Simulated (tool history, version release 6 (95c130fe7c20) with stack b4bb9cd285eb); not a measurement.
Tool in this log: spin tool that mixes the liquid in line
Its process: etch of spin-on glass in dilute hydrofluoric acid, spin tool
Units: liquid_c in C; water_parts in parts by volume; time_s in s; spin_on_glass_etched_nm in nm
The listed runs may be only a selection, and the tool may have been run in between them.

run	hour	liquid_c	water_parts	time_s	spin_on_glass_etched_nm
1	0	25	290	95	6.6497
2	7.5	25	290	95	6.6349
3	10.1	25	290	95	6.6674
4	16.2	27.5	220	95	10.363
5	18.7	29	185	95	13.493
6	22.6	29	85	95	33.285
7	25.9	29.5	100	95	28.476

Run 8 comes next. What will it give?
8	34.7	29.5	110	95	?

{"run 8": {"spin_on_glass_etched_nm": 25.531}}
